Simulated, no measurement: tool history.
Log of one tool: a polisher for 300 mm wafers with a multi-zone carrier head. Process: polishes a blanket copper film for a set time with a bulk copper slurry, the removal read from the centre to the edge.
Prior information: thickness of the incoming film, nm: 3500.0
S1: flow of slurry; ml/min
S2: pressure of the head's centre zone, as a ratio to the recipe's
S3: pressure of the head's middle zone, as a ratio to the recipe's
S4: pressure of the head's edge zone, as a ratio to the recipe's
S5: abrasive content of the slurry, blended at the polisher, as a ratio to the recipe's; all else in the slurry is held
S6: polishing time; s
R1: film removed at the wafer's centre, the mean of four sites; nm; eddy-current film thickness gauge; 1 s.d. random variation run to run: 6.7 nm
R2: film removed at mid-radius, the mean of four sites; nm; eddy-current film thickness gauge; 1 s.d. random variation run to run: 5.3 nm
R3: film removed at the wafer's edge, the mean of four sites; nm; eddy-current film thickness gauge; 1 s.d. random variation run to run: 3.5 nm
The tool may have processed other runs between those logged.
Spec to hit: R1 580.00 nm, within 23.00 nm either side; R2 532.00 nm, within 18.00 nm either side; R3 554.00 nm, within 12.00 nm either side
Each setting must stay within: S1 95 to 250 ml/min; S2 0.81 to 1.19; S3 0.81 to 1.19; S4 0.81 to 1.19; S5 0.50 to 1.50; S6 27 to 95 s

run 1 hour=0.0 | S1=160 S2=1.00 S3=1.00 S4=1.00 S5=1.00 S6=61 | R1=622.28 R2=598.90 R3=622.01
run 2 hour=7.8 | S1=150 S2=1.00 S3=0.99 S4=0.98 S5=1.00 S6=61 | R1=596.60 R2=587.34 R3=613.47
run 3 hour=11.6 | S1=145 S2=1.02 S3=0.98 S4=0.95 S5=0.95 S6=61 | R1=611.13 R2=575.25 R3=603.02
run 4 hour=20.4 | S1=145 S2=0.94 S3=0.98 S4=0.95 S5=0.95 S6=61 | R1=554.52 R2=582.19 R3=594.23
run 5 hour=23.6 | S1=145 S2=0.94 S3=1.04 S4=0.95 S5=0.95 S6=61 | R1=565.57 R2=610.59 R3=604.97
run 6 hour=29.9 | S1=145 S2=0.94 S3=1.00 S4=0.95 S5=0.95 S6=61 | R1=556.87 R2=595.46 R3=600.09
run 7 hour=38.8 | S1=140 S2=0.96 S3=0.98 S4=0.93 S5=0.90 S6=61 | R1=552.62 R2=572.90 R3=590.26
run 8 hour=42.3 | S1=120 S2=1.06 S3=0.94 S4=0.83 S5=0.85 S6=61 | R1=593.81 R2=532.67 R3=536.60
run 9 hour=48.7 | S1=120 S2=1.05 S3=0.94 S4=0.84 S5=0.85 S6=61 | R1=602.90 R2=529.05 R3=541.95

Exercise: of the 5 proposed moves below, exactly one satisfies all targets within the stated allowed misses. Which move is it?
run A hour=55.1 | S1=115 S2=1.11 S3=0.99 S4=0.81 S5=0.90 S6=62 | R1=? R2=? R3=?
run B hour=55.1 | S1=105 S2=1.04 S3=0.98 S4=0.82 S5=1.10 S6=59 | R1=? R2=? R3=?
run C hour=55.1 | S1=95 S2=1.05 S3=0.85 S4=0.90 S5=0.55 S6=69 | R1=? R2=? R3=?
run D hour=55.1 | S1=200 S2=1.06 S3=0.98 S4=0.81 S5=0.85 S6=57 | R1=? R2=? R3=?
run E hour=55.1 | S1=115 S2=1.02 S3=0.93 S4=0.86 S5=0.75 S6=64 | R1=? R2=? R3=?

move=A R1=627.85 R2=564.01 R3=547.13
move=B R1=568.33 R2=542.16 R3=536.08
move=C R1=582.75 R2=491.02 R3=574.64
move=D R1=603.26 R2=556.48 R3=531.01
move=E R1=576.70 R2=535.74 R3=562.60
A: the worst result of the last run now meets its target, but another is out of spec
B: lands further from the targets than the last run did
C: moves the result that the last run missed by most past its target, out the other side
D: lands further from the targets than the last run did
E: all results land within tolerance of their targets
Go with E: it meets all targets.

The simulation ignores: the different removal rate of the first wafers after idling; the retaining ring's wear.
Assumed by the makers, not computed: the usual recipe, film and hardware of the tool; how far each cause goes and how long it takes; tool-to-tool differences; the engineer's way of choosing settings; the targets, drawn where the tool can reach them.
